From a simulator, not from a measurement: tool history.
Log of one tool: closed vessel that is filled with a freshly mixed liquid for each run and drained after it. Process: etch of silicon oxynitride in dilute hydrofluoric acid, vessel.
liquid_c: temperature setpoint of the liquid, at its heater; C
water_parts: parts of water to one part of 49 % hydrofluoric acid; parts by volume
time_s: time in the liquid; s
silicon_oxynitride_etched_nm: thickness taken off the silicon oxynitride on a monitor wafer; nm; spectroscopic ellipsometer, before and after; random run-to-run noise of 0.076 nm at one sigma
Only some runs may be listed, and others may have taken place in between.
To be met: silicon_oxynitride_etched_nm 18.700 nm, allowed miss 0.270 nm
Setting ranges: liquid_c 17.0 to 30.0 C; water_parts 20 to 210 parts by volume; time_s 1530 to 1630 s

| run | hour | liquid_c | water_parts | time_s | silicon_oxynitride_etched_nm |
|---|---|---|---|---|---|
| 1 | 0.0 | 22.0 | 115 | 1530 | 28.741 |
| 2 | 3.7 | 22.0 | 115 | 1630 | 30.828 |
| 3 | 7.2 | 22.0 | 75 | 1630 | 48.270 |
| 4 | 14.4 | 21.5 | 85 | 1630 | 41.751 |
| 5 | 15.5 | 18.5 | 85 | 1630 | 35.887 |
| 6 | 21.1 | 17.0 | 85 | 1630 | 33.180 |
| 7 | 22.4 | 17.0 | 95 | 1630 | 29.508 |
| 8 | 27.2 | 17.0 | 100 | 1630 | 28.271 |
| 9 | 34.8 | 17.0 | 105 | 1630 | 26.650 |
| 10 | 38.5 | 17.0 | 110 | 1630 | 25.195 |
| 11 | 45.5 | 17.0 | 115 | 1630 | 24.030 |

Exercise: of the 5 proposed moves below, exactly one satisfies all targets within the stated allowed misses. Which move is it?
| A | 52.5 | 17.0 | 140 | 1530 | ? |
| B | 52.5 | 17.5 | 80 | 1545 | ? |
| C | 52.5 | 18.5 | 85 | 1630 | ? |
| D | 52.5 | 17.5 | 140 | 1535 | ? |
| E | 52.5 | 17.0 | 145 | 1550 | ? |

| move | silicon_oxynitride_etched_nm |
|---|---|
| A | 18.238 |
| B | 34.348 |
| C | 35.742 |
| D | 18.753 |
| E | 17.784 |
A: the result that was furthest off in the last run now lies on the other side of its target
B: further off than the last run
C: further off than the last run
D: all results in spec
E: the result that was furthest off in the last run now lies on the other side of its target
Correct choice: D, which meets every target
